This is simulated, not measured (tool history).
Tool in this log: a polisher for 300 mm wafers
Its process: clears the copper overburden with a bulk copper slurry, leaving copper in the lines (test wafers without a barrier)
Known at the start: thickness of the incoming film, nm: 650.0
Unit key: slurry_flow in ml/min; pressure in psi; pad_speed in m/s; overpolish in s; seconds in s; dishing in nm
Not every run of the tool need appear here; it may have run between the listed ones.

run,hour,slurry_flow,pressure,pad_speed,slurry_solids,overpolish,seconds,dishing
1,0,130,3.2,0.88,1,18,70.904,93.115
2,2.1,130,3,0.88,1,16,76.934,78.79
3,4.6,130,3,0.88,1.1,16,74.975,81.7
4,7.8,130,3,0.88,1.25,16,72.788,83.423
5,13.6,130,3,0.88,1.45,16,71.635,82.918
6,16.5,130,3,0.7,1.45,16,90.703,70.46
7,23.6,130,2.8,0.72,1.45,15,94.033,66.031
8,29.3,125,1.9,0.86,1.5,6,113.64,25.062

Expected results for the next run?
9,36.8,120,1.9,0.78,1.45,11,?,?

{"run 9": {"seconds": 126.97, "dishing": 39.56}}
